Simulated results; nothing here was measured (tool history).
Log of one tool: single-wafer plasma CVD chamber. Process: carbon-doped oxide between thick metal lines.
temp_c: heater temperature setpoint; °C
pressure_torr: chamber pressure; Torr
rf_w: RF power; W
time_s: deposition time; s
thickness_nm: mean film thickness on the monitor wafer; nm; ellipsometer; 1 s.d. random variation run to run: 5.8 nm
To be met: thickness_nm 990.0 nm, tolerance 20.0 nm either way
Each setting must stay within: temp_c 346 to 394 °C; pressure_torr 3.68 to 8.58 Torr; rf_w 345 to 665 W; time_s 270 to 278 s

| run | hour | temp_c | pressure_torr | rf_w | time_s | thickness_nm |
|---|---|---|---|---|---|---|
| 1 | 0.0 | 370 | 6.13 | 505 | 270 | 1266.9 |
| 2 | 6.4 | 373 | 5.78 | 460 | 270 | 1168.4 |
| 3 | 12.0 | 377 | 5.78 | 460 | 270 | 1160.8 |
| 4 | 14.2 | 377 | 6.15 | 460 | 270 | 1160.1 |
| 5 | 16.1 | 380 | 6.06 | 435 | 270 | 1094.4 |
| 6 | 16.6 | 380 | 6.06 | 435 | 278 | 1122.4 |
| 7 | 17.3 | 382 | 6.04 | 420 | 278 | 1074.0 |
| 8 | 23.8 | 382 | 6.04 | 420 | 278 | 1081.2 |
| 9 | 31.9 | 384 | 6.01 | 410 | 278 | 1060.4 |
| 10 | 36.0 | 386 | 5.99 | 405 | 278 | 1023.3 |

Of the 4 settings listed for the next run, only one would bring every result within its allowed miss of target. Which one?
| A | 40.1 | 385 | 7.36 | 405 | 278 | ? |
| B | 40.1 | 383 | 5.88 | 425 | 272 | ? |
| C | 40.1 | 390 | 4.82 | 415 | 270 | ? |
| D | 40.1 | 384 | 6.21 | 425 | 276 | ? |

| move | thickness_nm |
|---|---|
| A | 1051.6 |
| B | 1071.3 |
| C | 1006.6 |
| D | 1089.4 |
A: misses by more than the last run did
B: misses by more than the last run did
C: all results in spec
D: misses by more than the last run did
Answer: C
